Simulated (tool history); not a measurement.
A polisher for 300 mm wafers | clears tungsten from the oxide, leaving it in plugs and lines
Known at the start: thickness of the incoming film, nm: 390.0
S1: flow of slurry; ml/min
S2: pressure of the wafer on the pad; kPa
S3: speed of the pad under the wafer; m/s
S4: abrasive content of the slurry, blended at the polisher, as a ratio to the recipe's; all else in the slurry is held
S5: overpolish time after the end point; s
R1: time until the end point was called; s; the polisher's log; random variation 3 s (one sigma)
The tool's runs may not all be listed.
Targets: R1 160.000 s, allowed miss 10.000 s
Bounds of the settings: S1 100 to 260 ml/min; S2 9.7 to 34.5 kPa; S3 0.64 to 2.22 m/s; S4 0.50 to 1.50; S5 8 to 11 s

Run 1, hour 0.0: S1 165 ml/min, S2 22.1 kPa, S3 1.42 m/s, S4 1.00, S5 11 s. Result: R1 64.888 s.
Run 2, hour 7.5: S1 165 ml/min, S2 22.1 kPa, S3 1.66 m/s, S4 1.00, S5 11 s. Result: R1 56.833 s.
Run 3, hour 16.3: S1 160 ml/min, S2 18.6 kPa, S3 1.44 m/s, S4 0.95, S5 11 s. Result: R1 76.696 s.
Run 4, hour 17.3: S1 160 ml/min, S2 18.6 kPa, S3 1.44 m/s, S4 0.95, S5 11 s. Result: R1 74.037 s.
Run 5, hour 22.5: S1 160 ml/min, S2 18.6 kPa, S3 1.28 m/s, S4 0.95, S5 11 s. Result: R1 86.373 s.
Run 6, hour 27.6: S1 160 ml/min, S2 18.6 kPa, S3 1.60 m/s, S4 0.95, S5 11 s. Result: R1 67.247 s.
Run 7, hour 33.0: S1 155 ml/min, S2 15.9 kPa, S3 1.40 m/s, S4 0.95, S5 11 s. Result: R1 88.922 s.
Run 8, hour 35.8: S1 150 ml/min, S2 13.8 kPa, S3 1.28 m/s, S4 0.95, S5 11 s. Result: R1 107.860 s.
Run 9, hour 43.0: S1 150 ml/min, S2 12.4 kPa, S3 1.20 m/s, S4 0.95, S5 11 s. Result: R1 123.280 s.
Run 10, hour 51.0: S1 150 ml/min, S2 11.7 kPa, S3 1.16 m/s, S4 0.95, S5 11 s. Result: R1 136.150 s.
Run 11, hour 56.9: S1 150 ml/min, S2 11.0 kPa, S3 1.14 m/s, S4 0.95, S5 11 s. Result: R1 135.530 s.

4 next moves are on the table. One of them brings every result within its allowed miss. Which?
Run A, hour 62.8: S1 165 ml/min, S2 13.8 kPa, S3 1.36 m/s, S4 0.95, S5 11 s. Result: R1 ?.
Run B, hour 62.8: S1 170 ml/min, S2 9.7 kPa, S3 1.04 m/s, S4 1.00, S5 11 s. Result: R1 ?.
Run C, hour 62.8: S1 175 ml/min, S2 13.8 kPa, S3 1.14 m/s, S4 0.95, S5 8 s. Result: R1 ?.
Run D, hour 62.8: S1 155 ml/min, S2 13.8 kPa, S3 1.30 m/s, S4 1.00, S5 8 s. Result: R1 ?.

move       R1
   A  102.120
   B  166.210
   C  119.600
   D  106.180
A: further off than the last run
B: meets every target
C: further off than the last run
D: further off than the last run
Answer: B

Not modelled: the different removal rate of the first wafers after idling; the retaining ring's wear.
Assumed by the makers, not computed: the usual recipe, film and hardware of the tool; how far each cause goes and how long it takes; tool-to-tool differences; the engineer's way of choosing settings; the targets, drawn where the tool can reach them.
